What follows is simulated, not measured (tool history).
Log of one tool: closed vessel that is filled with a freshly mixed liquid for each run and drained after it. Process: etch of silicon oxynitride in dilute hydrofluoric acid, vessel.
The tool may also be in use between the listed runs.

run	day	temperature setpoint of the liquid (°C)	parts of water to one part of 49 % hydrofluoric acid (parts by volume)	time in the liquid (s)	thickness taken off the silicon oxynitride on a monitor wafer (angstrom)
1	0.000	25.0	165	695	99.773
2	0.333	25.0	165	695	100.300
3	0.442	25.0	165	740	107.710
4	0.504	27.0	165	740	117.670
5	0.879	30.0	165	740	132.170
6	1.012	30.0	165	740	131.710
7	1.367	30.5	160	740	139.440

Run 8 comes next. What will it give?
8	1.538	31.0	155	740	?

{"run 8": {"thickness taken off the silicon oxynitride on a monitor wafer (angstrom)": 148.09}}
